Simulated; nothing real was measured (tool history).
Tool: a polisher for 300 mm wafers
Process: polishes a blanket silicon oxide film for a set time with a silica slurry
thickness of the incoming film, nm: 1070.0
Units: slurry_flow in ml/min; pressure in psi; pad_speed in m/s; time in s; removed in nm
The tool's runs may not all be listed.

run,day,slurry_flow,pressure,pad_speed,slurry_solids,time,removed
1,0.000,145,5.0,1.00,1.0,95,261.53
2,0.233,145,4.5,0.94,1.0,95,222.79
3,0.462,110,4.5,0.94,1.0,95,212.55
4,0.638,110,4.1,0.92,1.0,95,192.61
5,0.688,110,5.1,0.92,1.0,95,239.88
6,0.717,110,5.1,0.92,1.0,95,232.94
7,1.033,110,4.6,0.90,1.0,95,207.27

Run 8 comes next. What will it give?
8,1.233,110,4.2,0.88,1.0,95,?

{"run 8": {"removed": 188.3}}
